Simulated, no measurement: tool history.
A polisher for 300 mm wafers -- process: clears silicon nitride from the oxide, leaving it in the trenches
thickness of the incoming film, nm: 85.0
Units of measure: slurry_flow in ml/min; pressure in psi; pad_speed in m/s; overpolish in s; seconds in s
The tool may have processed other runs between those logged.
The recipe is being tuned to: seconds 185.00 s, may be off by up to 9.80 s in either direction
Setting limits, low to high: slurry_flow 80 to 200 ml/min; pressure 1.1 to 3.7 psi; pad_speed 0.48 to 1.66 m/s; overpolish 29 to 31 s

run,day,slurry_flow,pressure,pad_speed,overpolish,seconds
1,0.000,130,2.4,1.06,29,102.00
2,0.342,130,2.2,1.04,29,111.78
3,0.367,130,2.0,1.02,29,129.16
4,0.546,130,2.0,0.90,29,137.08
5,0.842,130,2.0,1.16,29,116.39
6,0.929,160,2.0,1.16,29,110.32
7,1.142,160,1.8,1.14,29,122.90
8,1.308,160,1.7,1.12,29,130.98
9,1.629,160,1.7,1.12,29,131.89
10,1.850,160,1.6,1.12,29,137.93
11,2.142,150,1.1,1.04,29,206.40
12,2.267,155,1.1,1.04,29,214.18

5 candidate next runs follow, results not yet known. Just one meets every target within its allowed miss. Identify it.
A,2.392,155,1.1,1.24,29,?
B,2.392,170,1.3,0.80,29,?
C,2.392,150,1.1,1.06,29,?
D,2.392,170,1.1,0.96,29,?
E,2.392,145,1.1,0.98,31,?

move,seconds
A,186.78
B,215.49
C,211.05
D,222.34
E,224.61
A: meets every target
B: about the same distance from the targets as the last run
C: closes in on the targets versus the last run, not all within tolerance yet
D: moves away from the targets compared with the last run
E: moves away from the targets compared with the last run
Correct choice: A, which meets every target
